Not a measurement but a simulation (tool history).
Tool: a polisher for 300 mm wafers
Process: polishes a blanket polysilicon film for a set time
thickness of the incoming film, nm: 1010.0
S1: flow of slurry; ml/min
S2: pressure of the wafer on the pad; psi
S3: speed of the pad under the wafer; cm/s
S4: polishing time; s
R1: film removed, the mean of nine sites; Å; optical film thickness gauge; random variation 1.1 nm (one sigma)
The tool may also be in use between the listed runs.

run	hour	S1	S2	S3	S4	R1
1	0	315	3.3	102	24	2276.1
2	8.4	315	3	100	24	2092.4
3	10.5	315	3	100	24	2097.4
4	11.3	315	3.6	100	24	2449.5
5	12.7	315	3.3	96	24	2218.1
6	21	315	3	92	24	1967.5
7	28.2	315	2.8	88	24	1774.3
8	35.6	315	2.6	86	24	1598.8
9	43.4	315	2.4	86	24	1499.2
10	48.2	315	2.3	86	24	1447.1
11	55.8	315	2.2	86	24	1385.1

Run 12 comes next. What will it give?
12	64.6	315	1.5	84	24	?

{"run 12": {"R1": 985.11}}
